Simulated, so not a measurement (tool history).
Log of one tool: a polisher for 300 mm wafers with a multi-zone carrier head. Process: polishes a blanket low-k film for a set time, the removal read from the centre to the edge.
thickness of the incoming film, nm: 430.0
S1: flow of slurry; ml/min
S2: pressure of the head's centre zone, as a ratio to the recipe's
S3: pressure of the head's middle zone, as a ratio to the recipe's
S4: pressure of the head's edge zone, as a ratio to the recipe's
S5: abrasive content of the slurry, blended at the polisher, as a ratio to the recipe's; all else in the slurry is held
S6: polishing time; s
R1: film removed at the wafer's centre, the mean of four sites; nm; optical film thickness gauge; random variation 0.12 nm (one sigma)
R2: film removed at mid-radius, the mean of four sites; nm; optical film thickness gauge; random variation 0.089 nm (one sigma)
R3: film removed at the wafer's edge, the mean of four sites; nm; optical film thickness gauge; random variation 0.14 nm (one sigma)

run  hour   S1    S2    S3    S4   S5  S6      R1      R2      R3
  1     0  280     1     1     1    1  44  12.336  12.624  12.684
  2   5.1  280     1     1     1  1.1  44  13.274   13.71  13.401
  3  10.6  275     1  0.97  0.99  1.1  44  13.072  13.214  13.638
  4  14.2  325     1  0.97  0.99  1.1  44  13.504  13.553  13.664
  5  22.8  315     1  0.95  0.97  1.1  44  13.105  13.271  13.581
  6  28.5  310  1.01  0.94  0.96  1.1  44   13.34  13.175  13.359

Forecast run 7:
  7  29.1  300  1.01  0.92  0.95  1.1  44   ?   ?   ?

R1: 13.235 nm
R2: 12.845 nm
R3: 13.096 nm

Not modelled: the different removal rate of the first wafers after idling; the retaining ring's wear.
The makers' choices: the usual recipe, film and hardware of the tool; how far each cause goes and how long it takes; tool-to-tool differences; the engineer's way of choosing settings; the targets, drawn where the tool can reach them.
